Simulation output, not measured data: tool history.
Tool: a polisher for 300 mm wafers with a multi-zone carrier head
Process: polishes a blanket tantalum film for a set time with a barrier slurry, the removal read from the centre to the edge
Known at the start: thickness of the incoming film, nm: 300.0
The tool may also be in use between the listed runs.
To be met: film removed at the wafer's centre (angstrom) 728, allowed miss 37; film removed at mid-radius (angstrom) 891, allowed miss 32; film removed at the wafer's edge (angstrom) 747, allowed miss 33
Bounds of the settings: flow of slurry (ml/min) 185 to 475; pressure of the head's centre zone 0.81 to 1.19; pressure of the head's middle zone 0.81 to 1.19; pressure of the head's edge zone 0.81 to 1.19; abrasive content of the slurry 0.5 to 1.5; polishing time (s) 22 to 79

run  hour  flow of slurry (ml/min)  pressure of the head's centre zone  pressure of the head's middle zone  pressure of the head's edge zone  abrasive content of the slurry  polishing time (s)  film removed at the wafer's centre (angstrom)  film removed at mid-radius (angstrom)  film removed at the wafer's edge (angstrom)
  1     0                      305                                   1                                   1                                 1                               1                  50                                         885.81                                 935.16                                        935.9
  2   0.9                      305                                   1                                   1                                 1                               1                  39                                          683.4                                 730.62                                       719.11
  3   7.5                      340                                   1                                   1                                 1                               1                  39                                         715.92                                 729.51                                       729.29
  4   9.7                      335                                   1                                1.03                              0.99                            1.05                  39                                         721.62                                  748.9                                       715.18
  5  10.4                      335                                   1                                1.03                              0.99                            1.05                  29                                          534.1                                 564.89                                       537.08
  6  19.3                      320                                0.99                                1.05                              0.99                             1.1                  32                                         593.43                                 626.34                                       587.87
  7  28.3                      320                                0.99                                1.05                              0.99                             1.1                  32                                         589.44                                 634.84                                       605.22
  8  31.9                      315                                0.98                                1.08                              0.97                            1.15                  34                                         616.51                                 684.88                                       630.16
     39.8  -- slurry nozzle cleaned
  9  39.8                      315                                0.97                                 1.1                              0.96                             1.2                  35                                         658.76                                 768.41                                       671.11
 10  40.9                      320                                0.97                                1.11                              0.97                            1.25                  35                                         668.47                                 753.53                                       681.18
 11  41.8                      320                                0.96                                1.13                              0.96                             1.3                  35                                         673.25                                 788.77                                       693.38

4 next moves are on the table. One of them brings every result within its allowed miss. Which?
  A  42.7                      315                                0.91                                1.01                              1.09                            1.35                  40                                              ?                                      ?                                            ?
  B  42.7                      370                                0.93                                1.14                              0.94                             1.4                  38                                              ?                                      ?                                            ?
  C  42.7                      345                                0.82                                1.04                              1.06                               1                  42                                              ?                                      ?                                            ?
  D  42.7                      305                                0.83                                1.05                              1.07                            1.15                  40                                              ?                                      ?                                            ?

move  film removed at the wafer's centre (angstrom)  film removed at mid-radius (angstrom)  film removed at the wafer's edge (angstrom)
   A                                         731.08                                 813.66                                       831.05
   B                                         727.71                                  876.5                                       747.37
   C                                         652.79                                 826.77                                       809.94
   D                                         641.48                                 810.06                                       792.99
A: nearer than the last run, and not there yet
B: meets every target
C: nearer than the last run, and not there yet
D: nearer than the last run, and not there yet
Move B is the one to make.

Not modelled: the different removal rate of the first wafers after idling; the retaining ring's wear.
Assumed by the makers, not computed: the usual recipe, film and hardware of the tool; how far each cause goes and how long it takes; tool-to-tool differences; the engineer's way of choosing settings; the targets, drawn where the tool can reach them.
